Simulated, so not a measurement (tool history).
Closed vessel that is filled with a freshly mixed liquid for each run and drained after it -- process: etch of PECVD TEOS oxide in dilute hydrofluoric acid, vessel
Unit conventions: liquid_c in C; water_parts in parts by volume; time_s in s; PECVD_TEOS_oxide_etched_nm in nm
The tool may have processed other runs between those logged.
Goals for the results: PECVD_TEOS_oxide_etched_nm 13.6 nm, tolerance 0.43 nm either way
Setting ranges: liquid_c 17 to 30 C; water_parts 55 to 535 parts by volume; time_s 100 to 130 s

| run | hour | liquid_c | water_parts | time_s | PECVD_TEOS_oxide_etched_nm |
|---|---|---|---|---|---|
| 1 | 0 | 22 | 295 | 130 | 6.3454 |
| 2 | 3.4 | 22 | 295 | 130 | 6.4454 |
| 3 | 5.6 | 22 | 295 | 130 | 6.3522 |
| 4 | 12.3 | 23 | 280 | 130 | 7.1247 |
| 5 | 15.4 | 24 | 265 | 130 | 7.9827 |
| 6 | 17 | 27.5 | 265 | 130 | 9.0285 |
| 7 | 26.3 | 28 | 255 | 130 | 9.556 |
| 8 | 28.2 | 28.5 | 245 | 130 | 10.344 |
| 9 | 36.1 | 28.5 | 240 | 130 | 10.437 |
| 10 | 41.8 | 28.5 | 235 | 130 | 10.905 |
| 11 | 47.3 | 28.5 | 230 | 130 | 10.949 |
| 12 | 51.4 | 28.5 | 225 | 130 | 11.36 |
| 13 | 58 | 28.5 | 220 | 130 | 11.975 |
| 14 | 62 | 29.5 | 210 | 130 | 13.077 |

Consider the 4 candidate settings below. Which is the only one whose results all fall within their allowed miss of target?
| A | 66 | 27.5 | 210 | 130 | ? |
| B | 66 | 30 | 195 | 130 | ? |
| C | 66 | 21 | 155 | 130 | ? |
| D | 66 | 29 | 190 | 130 | ? |

| move | PECVD_TEOS_oxide_etched_nm |
|---|---|
| A | 11.913 |
| B | 14.254 |
| C | 13.459 |
| D | 14.214 |
A: the biggest miss grows against the last run
B: takes the biggest miss from the last run beyond its target
C: meets every target
D: takes the biggest miss from the last run beyond its target
The move that meets every target is C.

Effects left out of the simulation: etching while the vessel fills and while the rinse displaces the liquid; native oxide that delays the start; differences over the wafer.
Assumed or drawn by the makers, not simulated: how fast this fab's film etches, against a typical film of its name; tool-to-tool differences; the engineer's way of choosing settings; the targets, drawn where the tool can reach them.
